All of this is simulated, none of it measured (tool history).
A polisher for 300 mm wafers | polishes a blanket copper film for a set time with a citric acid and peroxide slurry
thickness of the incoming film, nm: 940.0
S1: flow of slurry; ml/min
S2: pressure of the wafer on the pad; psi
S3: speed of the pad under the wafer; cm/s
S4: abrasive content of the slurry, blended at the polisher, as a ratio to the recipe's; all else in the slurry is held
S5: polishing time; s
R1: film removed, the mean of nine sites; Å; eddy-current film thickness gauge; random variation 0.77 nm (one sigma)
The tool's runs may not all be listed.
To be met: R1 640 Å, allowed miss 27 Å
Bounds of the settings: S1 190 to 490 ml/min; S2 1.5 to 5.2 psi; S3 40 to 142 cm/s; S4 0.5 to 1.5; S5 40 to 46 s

{"run": 1, "hour": 0.0, "S1": 315, "S2": 3.3, "S3": 90, "S4": 1, "S5": 46, "R1": 915.88}
{"run": 2, "hour": 5.3, "S1": 315, "S2": 3.3, "S3": 90, "S4": 1.1, "S5": 46, "R1": 920.76}
{"run": 3, "hour": 9.8, "S1": 315, "S2": 3.3, "S3": 90, "S4": 1.2, "S5": 46, "R1": 965.77}
{"run": 4, "hour": 14.8, "S1": 315, "S2": 3.3, "S3": 90, "S4": 1.2, "S5": 40, "R1": 816.63}
{"run": 5, "hour": 22.4, "S1": 315, "S2": 3.3, "S3": 90, "S4": 1.3, "S5": 40, "R1": 862.07}
{"run": 6, "hour": 27.4, "S1": 315, "S2": 3.3, "S3": 106, "S4": 1.3, "S5": 40, "R1": 1012.7}
{"run": 7, "hour": 33.1, "S1": 315, "S2": 2.9, "S3": 106, "S4": 1.3, "S5": 40, "R1": 873.77}
{"run": 8, "hour": 34.0, "S1": 315, "S2": 2.6, "S3": 106, "S4": 1.3, "S5": 40, "R1": 790.85}
{"run": 9, "hour": 38.4, "S1": 315, "S2": 2.4, "S3": 106, "S4": 1.3, "S5": 40, "R1": 720.17}
{"run": 10, "hour": 40.0, "S1": 315, "S2": 2.3, "S3": 106, "S4": 1.3, "S5": 40, "R1": 708.6}
{"run": 11, "hour": 46.3, "S1": 315, "S2": 1.9, "S3": 106, "S4": 1.3, "S5": 40, "R1": 583.12}
{"run": 12, "hour": 46.9, "S1": 315, "S2": 2.2, "S3": 106, "S4": 1.3, "S5": 40, "R1": 674.03}

4 next moves are on the table. One of them brings every result within its allowed miss. Which?
{"run": "A", "hour": 47.5, "S1": 355, "S2": 2, "S3": 100, "S4": 1.25, "S5": 40, "R1": "?"}
{"run": "B", "hour": 47.5, "S1": 200, "S2": 2.8, "S3": 92, "S4": 1.2, "S5": 40, "R1": "?"}
{"run": "C", "hour": 47.5, "S1": 305, "S2": 2, "S3": 102, "S4": 1.2, "S5": 41, "R1": "?"}
{"run": "D", "hour": 47.5, "S1": 335, "S2": 1.8, "S3": 104, "S4": 1.35, "S5": 46, "R1": "?"}

move=A R1=579.49
move=B R1=687.97
move=C R1=591.2
move=D R1=635.93
A: takes the result that was furthest off past its target
B: further off than the last run
C: takes the result that was furthest off past its target
D: meets every target
Move D is the one to make.
